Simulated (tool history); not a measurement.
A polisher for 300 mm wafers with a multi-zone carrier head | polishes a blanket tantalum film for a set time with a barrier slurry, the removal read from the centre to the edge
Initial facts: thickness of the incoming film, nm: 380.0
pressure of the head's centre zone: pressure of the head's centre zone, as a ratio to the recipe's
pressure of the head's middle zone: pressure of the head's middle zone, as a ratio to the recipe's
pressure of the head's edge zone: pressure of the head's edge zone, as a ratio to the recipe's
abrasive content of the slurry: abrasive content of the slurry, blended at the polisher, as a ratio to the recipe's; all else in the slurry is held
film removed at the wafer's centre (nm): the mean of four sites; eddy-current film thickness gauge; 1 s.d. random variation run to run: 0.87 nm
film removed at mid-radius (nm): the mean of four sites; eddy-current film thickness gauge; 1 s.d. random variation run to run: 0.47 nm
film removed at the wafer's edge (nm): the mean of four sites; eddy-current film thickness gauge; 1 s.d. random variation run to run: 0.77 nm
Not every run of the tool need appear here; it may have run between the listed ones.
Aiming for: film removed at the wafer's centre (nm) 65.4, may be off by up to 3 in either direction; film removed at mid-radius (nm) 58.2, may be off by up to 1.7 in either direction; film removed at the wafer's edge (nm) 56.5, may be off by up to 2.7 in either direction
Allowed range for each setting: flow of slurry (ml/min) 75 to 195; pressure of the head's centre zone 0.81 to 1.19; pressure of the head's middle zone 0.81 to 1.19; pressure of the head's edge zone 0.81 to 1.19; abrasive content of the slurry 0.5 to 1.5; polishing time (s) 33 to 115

run	hour	flow of slurry (ml/min)	pressure of the head's centre zone	pressure of the head's middle zone	pressure of the head's edge zone	abrasive content of the slurry	polishing time (s)	film removed at the wafer's centre (nm)	film removed at mid-radius (nm)	film removed at the wafer's edge (nm)
1	0	125	1	1	1	1	73	96.53	97.018	96.685
2	8.9	120	1.02	0.98	0.95	0.85	66	83.972	83.133	81.252
3	12.6	120	1.02	0.91	0.95	0.85	66	81.301	78.18	83.064
4	18.5	115	1.05	0.91	0.92	0.75	61	75.896	68.411	71.526
5	25.8	115	1.05	0.86	0.92	0.75	61	75.134	66.005	72.412
6	29.7	115	1.13	0.86	0.92	0.75	61	83.681	65.936	71.708
7	32.2	110	1.11	0.88	0.89	0.65	60	75.026	62.957	66.138
8	39.4	105	1.11	0.89	0.87	0.6	60	73.66	61.461	64.231
9	40.2	100	1.11	0.91	0.85	0.55	59	67.93	58.818	61.285

Which of these 5 next moves meets every target?
A	41	90	1.16	1.05	0.82	0.55	57	?	?	?
B	41	95	1.03	0.89	1	0.5	65	?	?	?
C	41	75	0.98	0.81	0.92	0.5	75	?	?	?
D	41	85	1.05	0.84	0.85	0.55	65	?	?	?
E	41	95	1.12	0.96	0.81	0.5	59	?	?	?

move	film removed at the wafer's centre (nm)	film removed at mid-radius (nm)	film removed at the wafer's edge (nm)
A	66.544	61.861	56.639
B	66.948	60.959	69.235
C	65.732	59.278	72.644
D	66.817	57.318	64.765
E	66.15	58.923	57.599
A: brings the result that was furthest off to its target, and leaves another outside
B: misses by more than the last run did
C: misses by more than the last run did
D: misses by more than the last run did
E: meets every target
Go with E: it meets all targets.
